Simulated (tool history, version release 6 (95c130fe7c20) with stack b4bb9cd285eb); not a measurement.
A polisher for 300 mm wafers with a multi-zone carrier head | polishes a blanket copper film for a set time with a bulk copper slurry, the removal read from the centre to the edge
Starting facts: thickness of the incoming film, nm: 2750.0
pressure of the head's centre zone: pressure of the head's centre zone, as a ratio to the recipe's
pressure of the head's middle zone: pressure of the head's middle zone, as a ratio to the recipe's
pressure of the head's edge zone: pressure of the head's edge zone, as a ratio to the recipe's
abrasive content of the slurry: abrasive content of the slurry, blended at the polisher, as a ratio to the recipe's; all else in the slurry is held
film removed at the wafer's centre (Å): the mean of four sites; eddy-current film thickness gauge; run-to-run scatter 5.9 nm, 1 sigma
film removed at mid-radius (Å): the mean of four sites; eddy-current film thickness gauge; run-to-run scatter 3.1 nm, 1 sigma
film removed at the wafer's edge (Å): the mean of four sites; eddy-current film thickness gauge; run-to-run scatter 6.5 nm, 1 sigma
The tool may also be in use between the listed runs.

run    day  flow of slurry (ml/min)  pressure of the head's centre zone  pressure of the head's middle zone  pressure of the head's edge zone  abrasive content of the slurry  polishing time (s)  film removed at the wafer's centre (Å)  film removed at mid-radius (Å)  film removed at the wafer's edge (Å)
  1      0                      130                                   1                                   1                                 1                               1                  63                                  4789.2                          4872.3                                5081.4
  2  0.188                      130                                   1                                   1                                 1                             0.8                  63                                  4642.3                          4730.9                                4877.5
  3  0.496                      130                                   1                                1.03                                 1                             0.8                  63                                  4600.6                          4776.7                                4872.7
  4  0.804                      130                                   1                                1.03                              1.04                             0.8                  63                                  4655.4                          4762.5                                4933.1
  5  0.829                      155                                   1                                1.03                              1.04                             0.8                  63                                    4889                          5032.5                                5123.2
     1.121  -- slurry nozzle cleaned
  6  1.121                      155                                1.05                                1.03                              1.04                             0.8                  63                                  5157.6                          5332.3                                5155.5
  7  1.329                      145                                1.05                                0.98                              1.03                             0.8                  63                                  5250.1                          4921.5                                4974.7

Run 8 comes next. What will it give?
  8  1.471                      135                                1.04                                0.97                              1.04                             0.8                  63                                       ?                               ?                                     ?

film removed at the wafer's centre (Å): 5292.9
film removed at mid-radius (Å): 4848.6
film removed at the wafer's edge (Å): 5096.7
